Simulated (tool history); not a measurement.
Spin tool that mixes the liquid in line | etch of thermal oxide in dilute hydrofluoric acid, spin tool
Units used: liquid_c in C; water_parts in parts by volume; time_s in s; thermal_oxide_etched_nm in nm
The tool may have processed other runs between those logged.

run 1 hour=0 | liquid_c=21 water_parts=205 time_s=285 | thermal_oxide_etched_nm=5.1093
run 2 hour=6.9 | liquid_c=21 water_parts=170 time_s=285 | thermal_oxide_etched_nm=6.3543
run 3 hour=11.1 | liquid_c=21 water_parts=170 time_s=285 | thermal_oxide_etched_nm=6.4144
run 4 hour=14.7 | liquid_c=22.5 water_parts=165 time_s=285 | thermal_oxide_etched_nm=7.0001
run 5 hour=23.3 | liquid_c=23.5 water_parts=165 time_s=285 | thermal_oxide_etched_nm=7.4466
run 6 hour=30.1 | liquid_c=20 water_parts=165 time_s=285 | thermal_oxide_etched_nm=6.4015
run 7 hour=31.8 | liquid_c=21.5 water_parts=165 time_s=285 | thermal_oxide_etched_nm=6.7588
run 8 hour=33 | liquid_c=23 water_parts=165 time_s=285 | thermal_oxide_etched_nm=7.2879

Forecast run 9:
run 9 hour=40.2 | liquid_c=24 water_parts=165 time_s=285 | thermal_oxide_etched_nm=?

{"run 9": {"thermal_oxide_etched_nm": 7.4945}}
